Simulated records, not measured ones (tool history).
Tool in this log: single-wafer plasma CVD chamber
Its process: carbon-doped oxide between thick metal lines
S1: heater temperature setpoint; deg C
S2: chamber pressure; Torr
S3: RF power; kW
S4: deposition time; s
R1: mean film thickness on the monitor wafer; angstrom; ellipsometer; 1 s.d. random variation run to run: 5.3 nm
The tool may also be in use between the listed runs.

{"run": 1, "hour": 0.0, "S1": 375, "S2": 3.57, "S3": 0.645, "S4": 227, "R1": 12772}
{"run": 2, "hour": 3.9, "S1": 375, "S2": 2.99, "S3": 0.645, "S4": 227, "R1": 12532}
{"run": 3, "hour": 8.9, "S1": 375, "S2": 3.09, "S3": 0.665, "S4": 227, "R1": 12774}
{"run": 4, "hour": 14.2, "S1": 375, "S2": 3.09, "S3": 0.57, "S4": 227, "R1": 11334}
{"run": 5, "hour": 22.1, "S1": 375, "S2": 3.23, "S3": 0.595, "S4": 227, "R1": 11860}
{"run": 6, "hour": 29.9, "S1": 375, "S2": 3.23, "S3": 0.51, "S4": 227, "R1": 10575}
{"run": 7, "hour": 32.1, "S1": 375, "S2": 3.36, "S3": 0.545, "S4": 228, "R1": 11125}
{"run": 8, "hour": 33.5, "S1": 375, "S2": 3.43, "S3": 0.575, "S4": 228, "R1": 11575}
{"run": 9, "hour": 38.6, "S1": 375, "S2": 3.47, "S3": 0.6, "S4": 228, "R1": 12092}
{"run": 10, "hour": 47.0, "S1": 375, "S2": 3.63, "S3": 0.615, "S4": 228, "R1": 12336}

For run 11, what comes out?
{"run": 11, "hour": 53.3, "S1": 375, "S2": 3.72, "S3": 0.635, "S4": 228, "R1": "?"}

Run 11 came out at R1 12680 angstrom.
